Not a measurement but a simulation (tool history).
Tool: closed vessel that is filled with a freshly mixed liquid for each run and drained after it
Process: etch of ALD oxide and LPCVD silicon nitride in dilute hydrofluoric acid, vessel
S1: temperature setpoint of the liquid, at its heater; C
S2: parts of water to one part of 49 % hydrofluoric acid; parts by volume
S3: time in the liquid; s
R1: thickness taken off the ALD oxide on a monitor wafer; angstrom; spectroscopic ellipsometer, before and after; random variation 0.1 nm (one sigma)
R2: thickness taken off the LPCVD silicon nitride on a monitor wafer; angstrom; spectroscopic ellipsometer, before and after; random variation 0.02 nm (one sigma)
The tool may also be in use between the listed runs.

run	hour	S1	S2	S3	R1	R2
1	0	22	170	215	155.92	5.6626
2	6.9	20.5	180	215	137.48	4.8863
3	13.8	19.5	185	215	128.02	4.5411
4	15	19.5	135	215	184.65	6.6362
5	17.5	19.5	95	215	267.37	9.3569
6	22.8	19.5	95	175	221.67	6.3732
7	27.5	19	120	175	168.15	5.0169

Forecast run 8:
8	30	18.5	135	175	?	?

Run 8 gave R1 146.65 angstrom, R2 4.2688 angstrom.
